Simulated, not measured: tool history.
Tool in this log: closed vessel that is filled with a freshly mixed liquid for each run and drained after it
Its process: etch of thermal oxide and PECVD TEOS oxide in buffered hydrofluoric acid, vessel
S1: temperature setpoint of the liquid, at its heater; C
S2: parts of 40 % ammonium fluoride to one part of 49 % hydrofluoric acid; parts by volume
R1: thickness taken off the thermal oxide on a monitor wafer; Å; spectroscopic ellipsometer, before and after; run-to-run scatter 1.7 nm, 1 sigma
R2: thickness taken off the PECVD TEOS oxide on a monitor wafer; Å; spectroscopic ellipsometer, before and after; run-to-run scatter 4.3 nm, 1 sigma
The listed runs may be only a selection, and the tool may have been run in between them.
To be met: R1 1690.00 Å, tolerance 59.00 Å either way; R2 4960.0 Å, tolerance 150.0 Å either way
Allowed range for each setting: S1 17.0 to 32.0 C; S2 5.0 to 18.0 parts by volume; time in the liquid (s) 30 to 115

run 1 hour=0.0 | S1=25.0 S2=11.0 time_in_the_liquid_(s)=60 | R1=691.39 R2=2009.3
run 2 hour=5.1 | S1=28.0 S2=11.0 time_in_the_liquid_(s)=60 | R1=807.28 R2=2361.8
run 3 hour=9.0 | S1=28.0 S2=9.0 time_in_the_liquid_(s)=60 | R1=950.85 R2=2778.5
run 4 hour=10.3 | S1=28.0 S2=9.0 time_in_the_liquid_(s)=50 | R1=793.16 R2=2346.0
run 5 hour=16.2 | S1=29.0 S2=8.0 time_in_the_liquid_(s)=55 | R1=1043.00 R2=3063.8
run 6 hour=21.1 | S1=29.5 S2=7.5 time_in_the_liquid_(s)=55 | R1=1140.10 R2=3380.3
run 7 hour=22.5 | S1=30.0 S2=7.0 time_in_the_liquid_(s)=55 | R1=1250.90 R2=3710.7
run 8 hour=28.9 | S1=30.5 S2=6.5 time_in_the_liquid_(s)=55 | R1=1373.00 R2=4047.8
run 9 hour=37.3 | S1=32.0 S2=5.0 time_in_the_liquid_(s)=55 | R1=1869.00 R2=5460.1
run 10 hour=43.9 | S1=31.5 S2=5.0 time_in_the_liquid_(s)=55 | R1=1801.50 R2=5313.5
run 11 hour=48.8 | S1=31.0 S2=5.0 time_in_the_liquid_(s)=55 | R1=1765.60 R2=5149.5

Below are 4 possible settings for the next run. Only one of them brings all results inside the allowed miss of their targets. Which is it?
run A hour=53.7 | S1=32.0 S2=5.0 time_in_the_liquid_(s)=55 | R1=? R2=?
run B hour=53.7 | S1=30.0 S2=5.5 time_in_the_liquid_(s)=60 | R1=? R2=?
run C hour=53.7 | S1=31.0 S2=5.5 time_in_the_liquid_(s)=60 | R1=? R2=?
run D hour=53.7 | S1=29.5 S2=5.0 time_in_the_liquid_(s)=60 | R1=? R2=?

move=A R1=1863.90 R2=5476.5
move=B R1=1691.30 R2=4969.4
move=C R1=1781.80 R2=5235.3
move=D R1=1785.40 R2=5246.0
A: moves away from the targets compared with the last run
B: every result within its allowed miss
C: moves away from the targets compared with the last run
D: moves away from the targets compared with the last run
Go with B: it meets all targets.

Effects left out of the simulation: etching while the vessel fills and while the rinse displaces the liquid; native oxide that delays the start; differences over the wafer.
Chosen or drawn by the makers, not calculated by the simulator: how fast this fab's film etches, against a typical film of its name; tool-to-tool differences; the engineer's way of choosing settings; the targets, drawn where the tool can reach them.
